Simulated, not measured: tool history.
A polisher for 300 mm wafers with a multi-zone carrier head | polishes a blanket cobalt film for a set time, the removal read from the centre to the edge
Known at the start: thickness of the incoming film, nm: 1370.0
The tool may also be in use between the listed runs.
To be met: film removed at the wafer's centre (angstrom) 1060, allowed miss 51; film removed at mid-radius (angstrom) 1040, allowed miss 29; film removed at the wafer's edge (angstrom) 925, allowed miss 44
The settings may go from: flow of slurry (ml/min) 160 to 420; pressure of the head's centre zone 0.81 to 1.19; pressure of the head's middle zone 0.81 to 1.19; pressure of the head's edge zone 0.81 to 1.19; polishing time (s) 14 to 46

run	hour	flow of slurry (ml/min)	pressure of the head's centre zone	pressure of the head's middle zone	pressure of the head's edge zone	polishing time (s)	film removed at the wafer's centre (angstrom)	film removed at mid-radius (angstrom)	film removed at the wafer's edge (angstrom)
1	0	270	1	1	1	30	1401.9	1437.1	1359.2
2	5.6	270	1	1	1	36	1665.7	1721.3	1634
3	8.9	270	1.07	1	1	36	1762.2	1741.8	1613.2
4	14.7	265	1.06	1	0.96	31	1502.9	1474	1372.1
5	21.6	265	1.06	1	0.9	31	1506.4	1469.8	1316.3
6	29.6	265	1.05	1	0.88	27	1330.4	1300.3	1157.8
7	31.7	260	1.01	0.98	0.83	19	871.06	901.51	808.16
8	36.7	275	1.04	1	0.87	19	901.52	927.83	800.37
9	42.9	265	1.05	1	0.87	20	979.66	950.75	839.97

4 next moves are on the table. One of them brings every result within its allowed miss. Which?
A	49.1	215	1.06	0.81	0.93	23	?	?	?
B	49.1	260	1.06	1	0.88	22	?	?	?
C	49.1	320	1.07	1.08	0.86	19	?	?	?
D	49.1	315	0.89	0.89	0.99	21	?	?	?

move	film removed at the wafer's centre (angstrom)	film removed at mid-radius (angstrom)	film removed at the wafer's edge (angstrom)
A	1095.6	913.51	1002.7
B	1072.5	1061.5	946.66
C	955.02	997.05	819.83
D	874.27	935.9	968.86
A: further off than the last run
B: meets every target
C: nearer than the last run, and not there yet
D: further off than the last run
Answer: B
